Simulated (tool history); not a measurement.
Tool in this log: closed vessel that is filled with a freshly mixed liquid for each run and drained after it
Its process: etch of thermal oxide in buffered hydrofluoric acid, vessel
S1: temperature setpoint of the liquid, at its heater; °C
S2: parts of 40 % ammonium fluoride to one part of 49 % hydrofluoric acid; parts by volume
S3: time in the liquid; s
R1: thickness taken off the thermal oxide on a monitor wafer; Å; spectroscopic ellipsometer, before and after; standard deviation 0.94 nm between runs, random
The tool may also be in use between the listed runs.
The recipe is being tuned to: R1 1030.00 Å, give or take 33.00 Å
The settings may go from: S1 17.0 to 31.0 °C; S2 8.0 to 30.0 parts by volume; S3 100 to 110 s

| run | hour | S1 | S2 | S3 | R1 |
|---|---|---|---|---|---|
| 1 | 0.0 | 23.0 | 22.5 | 100 | 472.29 |
| 2 | 0.8 | 23.0 | 16.0 | 100 | 650.52 |
| 3 | 8.9 | 24.0 | 16.0 | 100 | 671.23 |
| 4 | 12.2 | 21.0 | 16.0 | 100 | 578.76 |
| 5 | 19.2 | 22.0 | 15.5 | 100 | 638.89 |
| 6 | 23.0 | 23.0 | 15.0 | 100 | 688.47 |
| 7 | 28.5 | 27.0 | 14.0 | 100 | 925.71 |
| 8 | 30.5 | 27.0 | 14.0 | 100 | 928.95 |
| 9 | 37.1 | 28.0 | 14.0 | 100 | 976.72 |
| 10 | 42.5 | 28.5 | 14.0 | 100 | 987.77 |

Below are 4 possible settings for the next run. Only one of them brings all results inside the allowed miss of their targets. Which is it?
| A | 47.9 | 30.0 | 14.5 | 100 | ? |
| B | 47.9 | 28.0 | 15.5 | 105 | ? |
| C | 47.9 | 27.0 | 15.0 | 110 | ? |
| D | 47.9 | 28.5 | 14.5 | 100 | ? |

| move | R1 |
|---|---|
| A | 1060.70 |
| B | 938.47 |
| C | 962.50 |
| D | 979.91 |
A: every result lands within tolerance
B: the biggest miss grows against the last run
C: the biggest miss grows against the last run
D: the biggest miss grows against the last run
Move A is the one to make.

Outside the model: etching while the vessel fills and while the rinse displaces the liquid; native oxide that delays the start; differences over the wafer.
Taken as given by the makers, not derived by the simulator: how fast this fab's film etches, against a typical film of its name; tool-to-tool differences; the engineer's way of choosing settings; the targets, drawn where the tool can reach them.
